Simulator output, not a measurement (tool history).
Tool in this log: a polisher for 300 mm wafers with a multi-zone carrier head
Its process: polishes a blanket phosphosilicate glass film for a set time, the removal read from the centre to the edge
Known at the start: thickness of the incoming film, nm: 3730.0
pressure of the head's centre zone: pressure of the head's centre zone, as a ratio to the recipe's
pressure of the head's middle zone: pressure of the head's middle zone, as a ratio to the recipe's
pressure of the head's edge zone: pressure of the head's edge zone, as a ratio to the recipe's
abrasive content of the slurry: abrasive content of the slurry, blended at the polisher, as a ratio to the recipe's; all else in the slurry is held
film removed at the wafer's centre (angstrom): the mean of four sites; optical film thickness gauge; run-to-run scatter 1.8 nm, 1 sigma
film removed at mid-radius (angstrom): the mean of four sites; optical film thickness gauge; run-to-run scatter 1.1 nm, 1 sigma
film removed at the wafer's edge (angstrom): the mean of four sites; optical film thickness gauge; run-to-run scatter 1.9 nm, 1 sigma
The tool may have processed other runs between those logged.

run	hour	flow of slurry (ml/min)	pressure of the head's centre zone	pressure of the head's middle zone	pressure of the head's edge zone	abrasive content of the slurry	polishing time (s)	film removed at the wafer's centre (angstrom)	film removed at mid-radius (angstrom)	film removed at the wafer's edge (angstrom)
1	0	190	1	1	1	1	45	3380	3424	3523.4
2	4.2	185	0.97	0.98	0.98	0.9	42	3064	3013.4	3206.3
3	6.2	230	0.97	0.98	0.98	0.9	42	3084.8	3073.8	3144.3
4	8.4	270	0.97	0.98	0.98	0.9	42	3173.5	3154.1	3254.9
5	10	260	0.94	0.98	0.98	0.85	39	2766.3	2839.9	2959.7
6	17.8	260	0.94	1.01	0.98	0.85	39	2774	2940.1	2961.1
7	21.5	255	0.92	1	0.97	0.8	36	2474.5	2623.5	2644.8
# hour 29.6: edge zone pressure recalibrated
8	29.6	245	0.9	0.99	0.97	0.75	34	2227.5	2412.6	2410.5
9	38.1	235	0.88	0.98	0.98	0.7	33	2017.9	2280.5	2264.5
10	46.7	185	0.82	0.88	0.88	0.5	31	1606.4	1737.4	1828

Predict the results of run 11:
11	47.4	185	0.82	0.88	0.88	0.5	31	?	?	?

film removed at the wafer's centre (angstrom): 1552
film removed at mid-radius (angstrom): 1747.1
film removed at the wafer's edge (angstrom): 1843.6
